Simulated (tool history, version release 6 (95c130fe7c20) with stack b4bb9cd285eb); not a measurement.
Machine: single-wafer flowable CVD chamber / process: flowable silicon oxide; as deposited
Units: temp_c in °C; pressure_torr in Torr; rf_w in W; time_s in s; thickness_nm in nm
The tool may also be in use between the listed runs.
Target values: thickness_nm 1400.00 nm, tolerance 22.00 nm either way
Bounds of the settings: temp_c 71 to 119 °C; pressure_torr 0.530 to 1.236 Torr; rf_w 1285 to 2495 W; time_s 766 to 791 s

run 1 hour=0.0 | temp_c=95 pressure_torr=0.883 rf_w=1890 time_s=766 | thickness_nm=672.32
run 2 hour=9.0 | temp_c=95 pressure_torr=1.030 rf_w=1890 time_s=766 | thickness_nm=766.04
run 3 hour=17.9 | temp_c=95 pressure_torr=0.924 rf_w=1890 time_s=766 | thickness_nm=697.38
run 4 hour=26.4 | temp_c=95 pressure_torr=0.924 rf_w=1995 time_s=766 | thickness_nm=709.27
run 5 hour=33.5 | temp_c=90 pressure_torr=0.924 rf_w=1995 time_s=766 | thickness_nm=853.51
run 6 hour=38.7 | temp_c=90 pressure_torr=0.924 rf_w=1995 time_s=791 | thickness_nm=885.01
run 7 hour=41.6 | temp_c=89 pressure_torr=0.924 rf_w=1995 time_s=791 | thickness_nm=911.71
run 8 hour=48.5 | temp_c=88 pressure_torr=0.924 rf_w=1995 time_s=791 | thickness_nm=945.79
run 9 hour=55.9 | temp_c=87 pressure_torr=0.924 rf_w=1995 time_s=791 | thickness_nm=976.43
run 10 hour=56.6 | temp_c=86 pressure_torr=0.924 rf_w=1995 time_s=791 | thickness_nm=1009.30
run 11 hour=64.4 | temp_c=85 pressure_torr=0.924 rf_w=1995 time_s=791 | thickness_nm=1050.60

Which one of the following 5 next-run settings gets every result inside its allowed miss? There is exactly one.
run A hour=72.2 | temp_c=95 pressure_torr=0.801 rf_w=2195 time_s=768 | thickness_nm=?
run B hour=72.2 | temp_c=77 pressure_torr=0.954 rf_w=2060 time_s=791 | thickness_nm=?
run C hour=72.2 | temp_c=81 pressure_torr=1.028 rf_w=2065 time_s=766 | thickness_nm=?
run D hour=72.2 | temp_c=80 pressure_torr=1.005 rf_w=1915 time_s=791 | thickness_nm=?
run E hour=72.2 | temp_c=95 pressure_torr=0.848 rf_w=2005 time_s=766 | thickness_nm=?

move=A thickness_nm=642.55
move=B thickness_nm=1389.90
move=C thickness_nm=1278.20
move=D thickness_nm=1306.20
move=E thickness_nm=659.11
A: misses by more than the last run did
B: every result within its allowed miss
C: closer than the last run, but not yet in spec
D: closer than the last run, but not yet in spec
E: misses by more than the last run did
Correct choice: B, which meets every target
